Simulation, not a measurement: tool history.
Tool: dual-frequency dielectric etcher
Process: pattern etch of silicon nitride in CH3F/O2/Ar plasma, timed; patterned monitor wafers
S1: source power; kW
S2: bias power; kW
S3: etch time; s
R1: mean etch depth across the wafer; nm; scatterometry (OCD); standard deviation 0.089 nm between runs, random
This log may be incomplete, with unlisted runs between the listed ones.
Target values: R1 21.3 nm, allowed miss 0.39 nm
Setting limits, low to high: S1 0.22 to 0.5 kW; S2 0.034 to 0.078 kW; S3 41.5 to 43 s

run	hour	S1	S2	S3	R1
1	0	0.36	0.056	41.5	28.348
2	7.1	0.32	0.05	41.5	25.212
3	13.9	0.3	0.049	41.5	23.698
4	22.4	0.3	0.049	41.5	23.881
5	28.3	0.28	0.049	41.5	22.98
6	35.5	0.28	0.049	43	23.636
7	39.3	0.22	0.041	42.5	17.77
8	44.2	0.24	0.041	42.5	19.382
9	50.1	0.25	0.041	42.5	19.907
10	52.6	0.26	0.041	42.5	20.651

Which of these 5 next moves meets every target?
A	55.1	0.25	0.041	43	?
B	55.1	0.26	0.041	41.5	?
C	55.1	0.28	0.038	43	?
D	55.1	0.23	0.048	43	?
E	55.1	0.28	0.035	41.5	?

move	R1
A	20.138
B	20.032
C	21.267
D	20.076
E	19.872
A: lands further from the targets than the last run did
B: lands further from the targets than the last run did
C: every result lands within tolerance
D: lands further from the targets than the last run did
E: lands further from the targets than the last run did
Go with C: it meets all targets.
